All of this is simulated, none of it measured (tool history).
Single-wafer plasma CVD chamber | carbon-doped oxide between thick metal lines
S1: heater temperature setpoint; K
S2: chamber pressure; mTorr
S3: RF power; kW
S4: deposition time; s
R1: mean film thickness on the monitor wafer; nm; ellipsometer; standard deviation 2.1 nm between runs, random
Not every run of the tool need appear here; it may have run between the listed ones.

run 1 hour=0.0 | S1=603.15 S2=5030 S3=0.555 S4=85 | R1=485.57
run 2 hour=2.5 | S1=603.15 S2=4670 S3=0.555 S4=85 | R1=480.77
run 3 hour=4.3 | S1=598.15 S2=5180 S3=0.575 S4=85 | R1=512.94
run 4 hour=9.4 | S1=594.15 S2=5460 S3=0.580 S4=85 | R1=530.86
-- hour=18.4 RF generator calibrated
run 5 hour=18.4 | S1=589.15 S2=5460 S3=0.580 S4=85 | R1=563.32
run 6 hour=22.0 | S1=588.15 S2=5470 S3=0.580 S4=85 | R1=559.66
run 7 hour=28.5 | S1=587.15 S2=5490 S3=0.580 S4=85 | R1=563.10

Run 8, settings as shown, results not yet in. Your forecast:
run 8 hour=30.3 | S1=586.15 S2=5510 S3=0.580 S4=85 | R1=?

R1: 565.96 nm

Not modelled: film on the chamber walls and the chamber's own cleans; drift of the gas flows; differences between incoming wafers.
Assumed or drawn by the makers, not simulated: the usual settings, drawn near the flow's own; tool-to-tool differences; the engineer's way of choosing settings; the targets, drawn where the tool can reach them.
